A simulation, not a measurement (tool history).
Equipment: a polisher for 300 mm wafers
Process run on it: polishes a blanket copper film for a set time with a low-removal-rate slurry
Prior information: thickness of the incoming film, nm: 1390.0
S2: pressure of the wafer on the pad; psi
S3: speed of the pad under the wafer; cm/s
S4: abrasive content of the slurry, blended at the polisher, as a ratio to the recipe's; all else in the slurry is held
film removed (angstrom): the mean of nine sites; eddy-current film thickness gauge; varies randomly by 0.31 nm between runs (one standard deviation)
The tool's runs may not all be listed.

Run 1, hour 0.0: flow of slurry (ml/min) 120, S2 2.2 psi, S3 96 cm/s, S4 1.0, polishing time (s) 44. Result: film removed (angstrom) 783.11.
Run 2, hour 1.7: flow of slurry (ml/min) 105, S2 2.2 psi, S3 96 cm/s, S4 1.0, polishing time (s) 44. Result: film removed (angstrom) 750.85.
Run 3, hour 6.4: flow of slurry (ml/min) 105, S2 1.7 psi, S3 96 cm/s, S4 1.0, polishing time (s) 44. Result: film removed (angstrom) 585.53.
Run 4, hour 13.6: flow of slurry (ml/min) 100, S2 1.6 psi, S3 96 cm/s, S4 1.0, polishing time (s) 44. Result: film removed (angstrom) 555.97.
Run 5, hour 15.2: flow of slurry (ml/min) 100, S2 1.6 psi, S3 72 cm/s, S4 1.0, polishing time (s) 44. Result: film removed (angstrom) 418.91.
Run 6, hour 20.2: flow of slurry (ml/min) 110, S2 1.6 psi, S3 72 cm/s, S4 1.0, polishing time (s) 44. Result: film removed (angstrom) 430.88.
Run 7, hour 26.4: flow of slurry (ml/min) 115, S2 1.6 psi, S3 72 cm/s, S4 1.0, polishing time (s) 44. Result: film removed (angstrom) 427.32.
Run 8, hour 34.7: flow of slurry (ml/min) 120, S2 1.6 psi, S3 72 cm/s, S4 1.0, polishing time (s) 44. Result: film removed (angstrom) 438.24.

What will run 9 give?
Run 9, hour 37.0: flow of slurry (ml/min) 125, S2 1.6 psi, S3 72 cm/s, S4 1.0, polishing time (s) 44. Result: film removed (angstrom) ?.

{"run 9": {"film removed (angstrom)": 438.68}}

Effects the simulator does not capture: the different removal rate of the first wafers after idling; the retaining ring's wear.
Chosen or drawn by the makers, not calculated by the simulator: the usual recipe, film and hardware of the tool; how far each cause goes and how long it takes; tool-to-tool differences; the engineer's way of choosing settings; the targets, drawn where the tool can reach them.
